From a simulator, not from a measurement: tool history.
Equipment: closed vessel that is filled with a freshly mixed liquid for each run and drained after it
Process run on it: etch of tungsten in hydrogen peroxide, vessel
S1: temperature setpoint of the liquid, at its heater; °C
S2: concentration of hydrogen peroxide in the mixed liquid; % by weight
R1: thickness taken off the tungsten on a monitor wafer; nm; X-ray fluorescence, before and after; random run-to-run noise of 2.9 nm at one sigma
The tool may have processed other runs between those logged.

Run 1, hour 0: S1 53 °C, S2 20 % by weight, time in the liquid (s) 90. Result: R1 274.29 nm.
Run 2, hour 5.6: S1 53 °C, S2 20 % by weight, time in the liquid (s) 100. Result: R1 305.1 nm.
Run 3, hour 7.6: S1 53 °C, S2 20 % by weight, time in the liquid (s) 90. Result: R1 275.14 nm.
Run 4, hour 12.4: S1 56.5 °C, S2 20.5 % by weight, time in the liquid (s) 90. Result: R1 340.12 nm.
Run 5, hour 18.6: S1 56.5 °C, S2 20.5 % by weight, time in the liquid (s) 90. Result: R1 342.05 nm.
Run 6, hour 25.6: S1 59 °C, S2 20.5 % by weight, time in the liquid (s) 90. Result: R1 395.73 nm.
Run 7, hour 33.8: S1 61 °C, S2 20.5 % by weight, time in the liquid (s) 90. Result: R1 444.85 nm.

Run 8 has not been measured yet. What should we expect?
Run 8, hour 34.5: S1 62.5 °C, S2 21 % by weight, time in the liquid (s) 90. Result: R1 ?.

R1: 492.58 nm
